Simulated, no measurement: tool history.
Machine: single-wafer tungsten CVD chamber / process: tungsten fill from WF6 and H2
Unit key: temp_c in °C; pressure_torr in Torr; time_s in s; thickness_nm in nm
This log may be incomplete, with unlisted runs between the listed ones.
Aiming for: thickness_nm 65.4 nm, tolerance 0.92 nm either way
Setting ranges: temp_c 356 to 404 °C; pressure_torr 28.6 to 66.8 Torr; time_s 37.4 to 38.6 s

run,day,temp_c,pressure_torr,time_s,thickness_nm
1,0,380,47.7,37.4,102.58
2,0.292,370,47.7,37.4,84.746
3,0.554,367,47.6,37.4,80.395
4,0.733,373,47.6,37.4,90.046
5,0.908,373,47.6,37.4,89.473
6,0.988,373,47.6,37.4,90.322
7,1.083,361,47.2,37.4,71.942
8,1.35,360,47.1,37.4,69.99
9,1.467,359,47.1,37.4,68.727
10,1.496,358,47.1,37.4,67.191

Which one of the following 4 next-run settings gets every result inside its allowed miss? There is exactly one.
A,1.525,357,42.8,38.6,?
B,1.525,358,47.3,37.4,?
C,1.525,358,42.3,37.4,?
D,1.525,361,42,38.6,?

move,thickness_nm
A,64.539
B,67.041
C,63.364
D,69.037
A: every result within its allowed miss
B: nearer the targets than the last run, but a result is still out of spec
C: the result that was furthest off in the last run now lies on the other side of its target
D: further off than the last run
Answer: A
